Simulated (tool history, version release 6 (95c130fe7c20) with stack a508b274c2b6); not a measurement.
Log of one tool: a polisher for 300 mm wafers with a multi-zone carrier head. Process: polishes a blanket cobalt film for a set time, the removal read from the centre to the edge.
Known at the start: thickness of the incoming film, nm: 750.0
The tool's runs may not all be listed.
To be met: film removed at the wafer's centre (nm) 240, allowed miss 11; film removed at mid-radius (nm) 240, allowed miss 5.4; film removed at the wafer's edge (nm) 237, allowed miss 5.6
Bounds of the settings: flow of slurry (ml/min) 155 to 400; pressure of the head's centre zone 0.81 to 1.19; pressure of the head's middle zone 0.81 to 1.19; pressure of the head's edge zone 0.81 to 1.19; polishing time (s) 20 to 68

run  hour  flow of slurry (ml/min)  pressure of the head's centre zone  pressure of the head's middle zone  pressure of the head's edge zone  polishing time (s)  film removed at the wafer's centre (nm)  film removed at mid-radius (nm)  film removed at the wafer's edge (nm)
  1     0                      255                                   1                                   1                                 1                  44                                   183.89                           178.37                                 185.57
  2   8.6                      260                                1.01                                1.02                              1.02                  45                                   184.34                           186.43                                 188.94
  3   9.8                      225                                1.01                                1.02                              1.02                  45                                   183.76                            183.7                                 189.65
  4  15.4                      225                                1.01                                1.02                              1.02                  55                                   229.57                           220.83                                 228.08
  5  15.9                      165                                1.01                                1.02                              1.02                  55                                   213.41                           218.52                                 226.46
  6    19                      165                                1.01                                1.02                               1.1                  55                                   213.79                           216.81                                 234.08
  7  26.8                      175                                1.01                                1.03                               1.1                  55                                   217.68                           219.72                                 231.32
  8  34.1                      185                                1.01                                1.04                               1.1                  55                                   224.13                           222.33                                 237.22
  9  38.8                      190                                1.01                                1.05                              1.09                  55                                   218.68                           228.62                                 233.61
     47.5  -- edge zone pressure recalibrated
 10  47.5                      195                                1.01                                1.05                              1.09                  55                                    225.7                           225.53                                  229.8
 11  54.1                      200                                1.01                                1.05                               1.1                  55                                   217.13                           224.71                                 232.83

Which of these 5 next moves meets every target?
  A  60.7                      195                                1.13                                0.93                               1.1                  56                                        ?                                ?                                      ?
  B  60.7                      155                                0.87                                1.04                              1.15                  53                                        ?                                ?                                      ?
  C  60.7                      350                                1.03                                1.07                              1.09                  55                                        ?                                ?                                      ?
  D  60.7                      270                                 1.1                                0.94                              1.16                  51                                        ?                                ?                                      ?
  E  60.7                      160                                0.95                                0.97                              1.16                  55                                        ?                                ?                                      ?

move  film removed at the wafer's centre (nm)  film removed at mid-radius (nm)  film removed at the wafer's edge (nm)
   A                                   254.54                           212.69                                 237.27
   B                                   183.91                              214                                 224.79
   C                                   243.22                           245.09                                 240.92
   D                                   234.08                           201.46                                 226.74
   E                                   207.71                           211.22                                 235.05
A: further off than the last run
B: further off than the last run
C: meets every target
D: further off than the last run
E: further off than the last run
The right move is C.

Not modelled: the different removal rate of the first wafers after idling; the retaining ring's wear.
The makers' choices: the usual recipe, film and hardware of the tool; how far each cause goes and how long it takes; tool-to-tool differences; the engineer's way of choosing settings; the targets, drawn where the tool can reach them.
